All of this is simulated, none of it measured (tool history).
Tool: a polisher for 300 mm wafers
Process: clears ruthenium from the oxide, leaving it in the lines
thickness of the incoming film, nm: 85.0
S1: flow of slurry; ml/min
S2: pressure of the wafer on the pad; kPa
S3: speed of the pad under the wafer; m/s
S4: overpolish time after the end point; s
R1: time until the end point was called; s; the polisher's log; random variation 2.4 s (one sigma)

Run 1, hour 0: S1 295 ml/min, S2 13.8 kPa, S3 0.78 m/s, S4 11 s. Result: R1 104.06 s.
Run 2, hour 3: S1 295 ml/min, S2 12.4 kPa, S3 0.78 m/s, S4 11 s. Result: R1 117.94 s.
Run 3, hour 10.5: S1 220 ml/min, S2 12.4 kPa, S3 0.78 m/s, S4 11 s. Result: R1 117.87 s.
Run 4, hour 18.2: S1 220 ml/min, S2 12.4 kPa, S3 0.78 m/s, S4 11 s. Result: R1 116.67 s.
Run 5, hour 27: S1 220 ml/min, S2 11 kPa, S3 0.78 m/s, S4 11 s. Result: R1 134 s.
Run 6, hour 30.1: S1 220 ml/min, S2 10.3 kPa, S3 0.78 m/s, S4 11 s. Result: R1 143.67 s.
Run 7, hour 38.1: S1 220 ml/min, S2 9.7 kPa, S3 0.78 m/s, S4 11 s. Result: R1 149.88 s.

Forecast run 8:
Run 8, hour 44.1: S1 220 ml/min, S2 9 kPa, S3 0.78 m/s, S4 11 s. Result: R1 ?.

Run 8 gave R1 157.69 s.
